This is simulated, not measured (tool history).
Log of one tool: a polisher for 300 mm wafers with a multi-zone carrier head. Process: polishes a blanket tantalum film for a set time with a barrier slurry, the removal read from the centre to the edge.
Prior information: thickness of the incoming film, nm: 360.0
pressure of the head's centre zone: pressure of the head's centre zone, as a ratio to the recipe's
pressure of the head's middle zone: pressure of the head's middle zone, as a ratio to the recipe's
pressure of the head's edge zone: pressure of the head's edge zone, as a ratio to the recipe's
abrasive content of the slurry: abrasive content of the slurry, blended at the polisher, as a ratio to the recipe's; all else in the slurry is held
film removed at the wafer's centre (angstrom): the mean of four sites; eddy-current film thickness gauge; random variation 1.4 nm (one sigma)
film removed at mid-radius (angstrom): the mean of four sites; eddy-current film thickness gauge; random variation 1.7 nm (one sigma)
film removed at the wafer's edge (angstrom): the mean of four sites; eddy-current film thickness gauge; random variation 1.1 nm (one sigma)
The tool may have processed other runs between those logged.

run    day  flow of slurry (ml/min)  pressure of the head's centre zone  pressure of the head's middle zone  pressure of the head's edge zone  abrasive content of the slurry  polishing time (s)  film removed at the wafer's centre (angstrom)  film removed at mid-radius (angstrom)  film removed at the wafer's edge (angstrom)
  1  0.000                      190                                1.00                                1.00                              1.00                            1.00                  69                                         1173.8                                 1154.5                                       1184.2
  2  0.075                      195                                1.00                                1.01                              1.03                            1.10                  70                                         1193.0                                 1222.4                                       1252.0
  3  0.229                      195                                1.00                                1.01                              0.97                            1.10                  70                                         1230.3                                 1225.3                                       1245.4
  4  0.275                      195                                1.00                                1.01                              0.90                            1.10                  70                                         1212.4                                 1216.8                                       1204.3
  5  0.475                      195                                1.00                                1.01                              0.90                            1.10                  64                                         1114.8                                 1104.0                                       1082.4
  6  0.538                      195                                1.05                                1.01                              0.90                            1.10                  64                                         1153.1                                 1106.0                                       1081.8
  7  0.738                      200                                1.05                                1.01                              0.94                            1.20                  66                                         1224.6                                 1197.1                                       1166.0
  8  1.075                      205                                1.04                                0.99                              0.97                            1.25                  68                                         1283.5                                 1228.6                                       1245.9
  9  1.338                      210                                1.03                                0.99                              1.00                            1.30                  69                                         1324.1                                 1254.6                                       1279.2

Estimate the outcome of run 10 from the log above:
 10  1.596                      210                                1.01                                0.99                              1.03                            1.35                  71                                              ?                                      ?                                            ?

Run 10 yielded film removed at the wafer's centre (angstrom) 1349.6, film removed at mid-radius (angstrom) 1293.9, film removed at the wafer's edge (angstrom) 1372.1.
